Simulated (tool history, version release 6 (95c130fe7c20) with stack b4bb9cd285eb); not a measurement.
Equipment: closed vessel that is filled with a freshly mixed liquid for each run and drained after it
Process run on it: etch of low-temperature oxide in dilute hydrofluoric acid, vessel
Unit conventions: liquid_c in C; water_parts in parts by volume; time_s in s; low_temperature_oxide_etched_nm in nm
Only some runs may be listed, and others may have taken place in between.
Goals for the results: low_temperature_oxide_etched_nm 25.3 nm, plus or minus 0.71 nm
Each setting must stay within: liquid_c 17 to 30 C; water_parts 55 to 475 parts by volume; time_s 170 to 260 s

| run | hour | liquid_c | water_parts | time_s | low_temperature_oxide_etched_nm |
|---|---|---|---|---|---|
| 1 | 0 | 22 | 265 | 260 | 14.713 |
| 2 | 9.1 | 22 | 305 | 260 | 12.252 |
| 3 | 16.3 | 22 | 385 | 260 | 9.011 |
| 4 | 24.5 | 22 | 385 | 260 | 9.0598 |
| 5 | 33.6 | 23.5 | 350 | 260 | 10.805 |
| 6 | 40.8 | 24.5 | 315 | 260 | 12.822 |
| 7 | 47.1 | 25.5 | 290 | 260 | 14.785 |
| 8 | 51.7 | 26.5 | 270 | 260 | 16.818 |
| 9 | 60.3 | 27 | 255 | 260 | 18.398 |
| 10 | 62.9 | 27.5 | 245 | 260 | 19.773 |
| 11 | 68 | 28 | 240 | 260 | 20.515 |
| 12 | 72.1 | 28.5 | 235 | 260 | 21.475 |
| 13 | 77.5 | 30 | 205 | 260 | 26.766 |
| 14 | 79.8 | 29.5 | 205 | 260 | 26.517 |
|  | 83.5 | hydrofluoric acid flow meter replaced |
| 15 | 83.5 | 29 | 205 | 260 | 28.392 |
| 16 | 90.4 | 28 | 205 | 260 | 27.437 |
| 17 | 95.9 | 27.5 | 205 | 260 | 26.919 |
| 18 | 97.4 | 27 | 205 | 260 | 26.402 |

Which single option among these 5 for the next run brings every result within its allowed miss of target? Just one does.
| A | 98.9 | 24.5 | 195 | 255 | ? |
| B | 98.9 | 30 | 205 | 255 | ? |
| C | 98.9 | 28 | 235 | 260 | ? |
| D | 98.9 | 26 | 190 | 260 | ? |
| E | 98.9 | 24 | 205 | 260 | ? |

| move | low_temperature_oxide_etched_nm |
|---|---|
| A | 25.14 |
| B | 28.759 |
| C | 23.05 |
| D | 27.949 |
| E | 23.679 |
A: meets every target
B: misses by more than the last run did
C: moves the result that the last run missed by most past its target, out the other side
D: misses by more than the last run did
E: moves the result that the last run missed by most past its target, out the other side
Move A is the one to make.
